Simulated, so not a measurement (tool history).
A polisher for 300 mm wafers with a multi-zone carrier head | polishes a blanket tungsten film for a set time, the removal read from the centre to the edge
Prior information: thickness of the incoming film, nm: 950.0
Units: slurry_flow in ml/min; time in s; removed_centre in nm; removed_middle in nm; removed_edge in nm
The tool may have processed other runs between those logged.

run  hour  slurry_flow  centre_zone  middle_zone  edge_zone  slurry_solids  time  removed_centre  removed_middle  removed_edge
  1     0          190            1            1          1              1    47          447.12          399.38        397.21
  2   7.9          185            1         0.99       0.96            0.9    47           425.3          391.68        378.85
  3   9.5          225            1         0.99       0.96            0.9    47          446.73          401.51        381.78
  4  11.9          225            1         0.99       0.96            0.8    47           429.3          396.38        385.86
  5  20.6          215            1         0.97       0.93            0.8    46          430.16          376.74        358.92
  6  25.4          205         0.99         0.96       0.92           0.75    46          405.56           368.7        359.81
  7  31.6          200         0.99         0.95        0.9           0.75    46          404.37          371.03        357.13
  8  32.7          200            1         0.94       0.88            0.7    45          405.77          347.41        345.44
  9  40.7          200            1         0.95       0.87            0.7    45          397.47          353.34        342.09

What does the tool deliver on the next run?
 10  45.1          200            1         0.95       0.86            0.7    45               ?               ?             ?

removed_centre: 391.05 nm
removed_middle: 356.01 nm
removed_edge: 340.71 nm

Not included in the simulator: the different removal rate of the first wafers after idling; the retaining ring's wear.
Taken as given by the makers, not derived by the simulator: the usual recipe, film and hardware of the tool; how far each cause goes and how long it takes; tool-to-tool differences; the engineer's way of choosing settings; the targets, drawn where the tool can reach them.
